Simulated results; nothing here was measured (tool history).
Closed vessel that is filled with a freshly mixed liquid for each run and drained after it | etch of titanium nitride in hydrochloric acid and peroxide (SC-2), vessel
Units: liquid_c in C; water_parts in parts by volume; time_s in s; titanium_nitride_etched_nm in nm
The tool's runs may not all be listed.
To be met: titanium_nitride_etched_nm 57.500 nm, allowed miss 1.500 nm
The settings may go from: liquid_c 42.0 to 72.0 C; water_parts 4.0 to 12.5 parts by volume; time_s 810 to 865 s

{"run": 1, "day": 0.0, "liquid_c": 58.0, "water_parts": 7.0, "time_s": 810, "titanium_nitride_etched_nm": 41.467}
{"run": 2, "day": 0.229, "liquid_c": 59.0, "water_parts": 7.0, "time_s": 810, "titanium_nitride_etched_nm": 43.57}
{"run": 3, "day": 0.354, "liquid_c": 56.5, "water_parts": 7.0, "time_s": 810, "titanium_nitride_etched_nm": 37.131}
{"run": 4, "day": 0.683, "liquid_c": 56.5, "water_parts": 7.0, "time_s": 865, "titanium_nitride_etched_nm": 39.461}
{"run": 5, "day": 0.771, "liquid_c": 56.5, "water_parts": 7.0, "time_s": 810, "titanium_nitride_etched_nm": 37.728}
{"run": 6, "day": 0.933, "liquid_c": 51.5, "water_parts": 7.0, "time_s": 810, "titanium_nitride_etched_nm": 26.69}
{"run": 7, "day": 1.279, "liquid_c": 59.5, "water_parts": 7.0, "time_s": 810, "titanium_nitride_etched_nm": 45.77}
{"run": 8, "day": 1.492, "liquid_c": 60.0, "water_parts": 7.0, "time_s": 810, "titanium_nitride_etched_nm": 46.49}
{"run": 9, "day": 1.717, "liquid_c": 60.5, "water_parts": 7.0, "time_s": 810, "titanium_nitride_etched_nm": 48.484}
{"run": 10, "day": 1.767, "liquid_c": 61.0, "water_parts": 7.0, "time_s": 810, "titanium_nitride_etched_nm": 48.872}
{"run": 11, "day": 1.979, "liquid_c": 61.5, "water_parts": 7.0, "time_s": 810, "titanium_nitride_etched_nm": 50.729}
{"run": 12, "day": 2.217, "liquid_c": 64.0, "water_parts": 7.0, "time_s": 810, "titanium_nitride_etched_nm": 59.242}
{"run": 13, "day": 2.296, "liquid_c": 64.0, "water_parts": 7.0, "time_s": 810, "titanium_nitride_etched_nm": 60.006}

Which of these 4 next moves meets every target?
{"run": "A", "day": 2.375, "liquid_c": 66.0, "water_parts": 8.0, "time_s": 855, "titanium_nitride_etched_nm": "?"}
{"run": "B", "day": 2.375, "liquid_c": 66.5, "water_parts": 8.0, "time_s": 810, "titanium_nitride_etched_nm": "?"}
{"run": "C", "day": 2.375, "liquid_c": 64.0, "water_parts": 7.5, "time_s": 830, "titanium_nitride_etched_nm": "?"}
{"run": "D", "day": 2.375, "liquid_c": 71.0, "water_parts": 12.0, "time_s": 865, "titanium_nitride_etched_nm": "?"}

move=A titanium_nitride_etched_nm=64.175
move=B titanium_nitride_etched_nm=62.662
move=C titanium_nitride_etched_nm=58.058
move=D titanium_nitride_etched_nm=62.492
A: further off than the last run
B: further off than the last run
C: meets every target
D: further off than the last run
Move C is the one to make.

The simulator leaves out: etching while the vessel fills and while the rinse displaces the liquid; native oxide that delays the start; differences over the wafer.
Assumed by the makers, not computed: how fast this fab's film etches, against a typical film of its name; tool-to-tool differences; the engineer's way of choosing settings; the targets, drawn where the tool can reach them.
